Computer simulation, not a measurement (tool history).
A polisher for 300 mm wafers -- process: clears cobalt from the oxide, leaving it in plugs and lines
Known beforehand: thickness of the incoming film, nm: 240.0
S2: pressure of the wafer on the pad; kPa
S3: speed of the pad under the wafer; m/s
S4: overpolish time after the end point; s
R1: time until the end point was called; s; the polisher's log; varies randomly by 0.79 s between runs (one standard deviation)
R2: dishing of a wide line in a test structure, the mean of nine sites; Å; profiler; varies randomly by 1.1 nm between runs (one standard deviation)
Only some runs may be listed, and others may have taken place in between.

run 1 hour=0.0 | flow_of_slurry_(ml/min)=205 S2=10.3 S3=1.18 S4=26 | R1=51.233 R2=668.25
run 2 hour=2.3 | flow_of_slurry_(ml/min)=160 S2=10.3 S3=1.18 S4=26 | R1=53.613 R2=660.94
run 3 hour=8.9 | flow_of_slurry_(ml/min)=155 S2=8.3 S3=1.18 S4=22 | R1=64.449 R2=542.49
run 4 hour=12.3 | flow_of_slurry_(ml/min)=150 S2=6.9 S3=1.18 S4=24 | R1=75.102 R2=544.52
run 5 hour=18.9 | flow_of_slurry_(ml/min)=145 S2=6.2 S3=1.18 S4=23 | R1=81.320 R2=504.92
run 6 hour=23.8 | flow_of_slurry_(ml/min)=145 S2=6.2 S3=1.18 S4=32 | R1=81.670 R2=591.67

The next listed run, before its measurement:
run 7 hour=28.3 | flow_of_slurry_(ml/min)=145 S2=6.2 S3=1.18 S4=29 | R1=? R2=?

{"run 7": {"R1": 80.978, "R2": 558.19}}

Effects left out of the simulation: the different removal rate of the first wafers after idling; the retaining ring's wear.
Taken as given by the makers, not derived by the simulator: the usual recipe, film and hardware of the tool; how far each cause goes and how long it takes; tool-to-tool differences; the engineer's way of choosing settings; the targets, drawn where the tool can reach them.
